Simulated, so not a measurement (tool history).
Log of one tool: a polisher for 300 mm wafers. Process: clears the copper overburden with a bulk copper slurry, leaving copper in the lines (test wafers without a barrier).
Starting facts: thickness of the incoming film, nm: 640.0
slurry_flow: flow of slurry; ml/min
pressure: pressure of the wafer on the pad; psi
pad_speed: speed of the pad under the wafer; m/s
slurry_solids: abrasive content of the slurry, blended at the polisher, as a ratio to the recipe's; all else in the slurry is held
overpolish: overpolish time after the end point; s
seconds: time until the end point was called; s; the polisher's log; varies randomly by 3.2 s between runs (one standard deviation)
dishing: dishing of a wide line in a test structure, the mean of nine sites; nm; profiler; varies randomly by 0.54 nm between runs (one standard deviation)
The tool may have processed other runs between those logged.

run	hour	slurry_flow	pressure	pad_speed	slurry_solids	overpolish	seconds	dishing
1	0.0	280	1.9	0.84	1.0	22	124.60	72.208
2	1.2	280	1.8	0.78	1.0	22	141.19	65.664
3	2.8	280	1.8	0.78	1.0	29	140.18	80.211
4	11.2	280	1.8	0.78	1.0	21	140.12	63.951
5	15.6	280	1.8	0.78	1.0	28	138.87	77.463
6	19.2	280	1.7	0.74	1.0	28	156.25	73.066
7	27.6	280	1.6	0.70	1.0	27	173.91	66.442
8	36.2	280	1.5	0.68	1.0	26	184.49	60.098
9	42.4	280	1.4	0.64	1.0	26	211.15	54.997
10	44.2	280	1.3	0.62	1.0	26	231.14	51.805
11	47.7	280	1.3	0.60	1.0	26	238.83	49.848
12	56.6	280	1.3	0.58	1.0	26	247.29	48.506
13	57.4	280	1.3	0.56	1.0	26	254.22	47.667

Run 14 is up next; what results do you expect?
14	58.7	275	1.1	0.52	1.0	26	?	?

{"run 14": {"seconds": 309.91, "dishing": 39.613}}
